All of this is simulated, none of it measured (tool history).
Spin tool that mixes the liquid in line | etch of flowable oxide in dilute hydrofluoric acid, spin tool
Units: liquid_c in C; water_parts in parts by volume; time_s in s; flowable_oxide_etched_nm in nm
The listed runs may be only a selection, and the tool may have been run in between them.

run 1 day=0.000 | liquid_c=24.0 water_parts=150 time_s=90 | flowable_oxide_etched_nm=16.679
run 2 day=0.104 | liquid_c=24.0 water_parts=150 time_s=90 | flowable_oxide_etched_nm=16.952
run 3 day=0.325 | liquid_c=22.5 water_parts=150 time_s=90 | flowable_oxide_etched_nm=15.809
run 4 day=0.654 | liquid_c=22.5 water_parts=95 time_s=90 | flowable_oxide_etched_nm=26.376
run 5 day=0.804 | liquid_c=22.5 water_parts=125 time_s=90 | flowable_oxide_etched_nm=19.243
run 6 day=0.888 | liquid_c=22.5 water_parts=145 time_s=90 | flowable_oxide_etched_nm=16.275
run 7 day=1.029 | liquid_c=21.5 water_parts=145 time_s=90 | flowable_oxide_etched_nm=15.831

What does the tool deliver on the next run?
run 8 day=1.158 | liquid_c=21.5 water_parts=145 time_s=90 | flowable_oxide_etched_nm=?

Run 8 yielded flowable_oxide_etched_nm 16.059 nm.
